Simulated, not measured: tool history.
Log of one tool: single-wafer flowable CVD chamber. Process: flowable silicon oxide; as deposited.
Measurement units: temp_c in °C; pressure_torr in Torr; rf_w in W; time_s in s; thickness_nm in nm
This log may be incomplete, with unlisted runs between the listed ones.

Run 1, hour 0.0: temp_c 100 °C, pressure_torr 0.716 Torr, rf_w 1930 W, time_s 1024 s. Result: thickness_nm 507.28 nm.
Run 2, hour 1.8: temp_c 101 °C, pressure_torr 0.716 Torr, rf_w 1930 W, time_s 1024 s. Result: thickness_nm 488.53 nm.
Run 3, hour 3.5: temp_c 101 °C, pressure_torr 0.716 Torr, rf_w 1765 W, time_s 1024 s. Result: thickness_nm 475.07 nm.
Run 4, hour 11.9: temp_c 101 °C, pressure_torr 0.793 Torr, rf_w 1765 W, time_s 1024 s. Result: thickness_nm 522.54 nm.
Run 5, hour 18.7: temp_c 102 °C, pressure_torr 0.793 Torr, rf_w 1765 W, time_s 1024 s. Result: thickness_nm 502.78 nm.
Run 6, hour 20.7: temp_c 102 °C, pressure_torr 0.793 Torr, rf_w 1765 W, time_s 1024 s. Result: thickness_nm 503.84 nm.

Run 7 comes next. What will it give?
Run 7, hour 21.6: temp_c 107 °C, pressure_torr 0.793 Torr, rf_w 1765 W, time_s 1024 s. Result: thickness_nm ?.

{"run 7": {"thickness_nm": 416.82}}
